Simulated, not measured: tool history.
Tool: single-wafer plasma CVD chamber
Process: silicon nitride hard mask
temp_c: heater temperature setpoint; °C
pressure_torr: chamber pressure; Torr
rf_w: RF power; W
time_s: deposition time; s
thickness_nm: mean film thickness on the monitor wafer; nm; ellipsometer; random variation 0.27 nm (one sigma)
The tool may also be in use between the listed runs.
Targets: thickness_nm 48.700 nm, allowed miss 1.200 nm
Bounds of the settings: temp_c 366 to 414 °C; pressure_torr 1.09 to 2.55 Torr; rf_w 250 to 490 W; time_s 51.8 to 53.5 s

run   hour  temp_c  pressure_torr  rf_w  time_s  thickness_nm
  1    0.0     390           1.82   370    51.8        69.630
  2    4.2     390           2.02   370    51.8        71.591
  3    5.9     390           2.02   370    51.8        70.576
  4    7.9     390           2.02   370    53.5        74.030
  5   15.1     390           1.87   370    53.5        71.917
  6   21.7     393           1.79   355    53.3        68.463
  7   25.2     394           1.73   345    53.1        65.730
  8   28.1     394           1.73   345    53.1        65.603
  9   33.8     394           1.67   335    53.0        62.813
 10   39.2     394           1.63   330    52.9        61.458
 11   40.1     394           1.59   325    52.8        59.242
 12   44.3     394           1.59   325    52.8        59.893
 13   47.5     394           1.55   320    52.8        58.365
 14   49.8     394           1.51   315    52.8        57.429
 15   54.1     394           1.48   310    52.8        55.769
 16   62.3     394           1.44   310    52.8        55.138
 17   70.6     394           1.41   310    52.8        54.651
 18   78.1     394           1.38   310    52.8        55.256
 19   85.3     394           1.36   305    52.8        53.521
 20   90.9     394           1.34   305    52.8        52.808
 21   97.7     394           1.32   305    52.8        52.662
 22  105.6     394           1.30   305    52.8        52.948
 23  107.0     394           1.28   305    52.8        52.347
 24  107.7     394           1.13   275    52.4        43.957
 25  115.4     394           1.16   275    52.4        43.753
 26  117.8     395           1.20   275    52.4        44.867

Which of these 5 next moves meets every target?
  A  120.2     390           1.10   255    53.5             ?
  B  120.2     396           1.09   260    52.1             ?
  C  120.2     391           1.25   285    53.5             ?
  D  120.2     397           1.11   310    52.7             ?
  E  120.2     396           1.26   255    51.8             ?

move  thickness_nm
   A        40.262
   B        40.071
   C        48.629
   D        50.925
   E        40.524
A: further off than the last run
B: further off than the last run
C: meets every target
D: takes the result that was furthest off past its target
E: further off than the last run
Move C is the one to make.
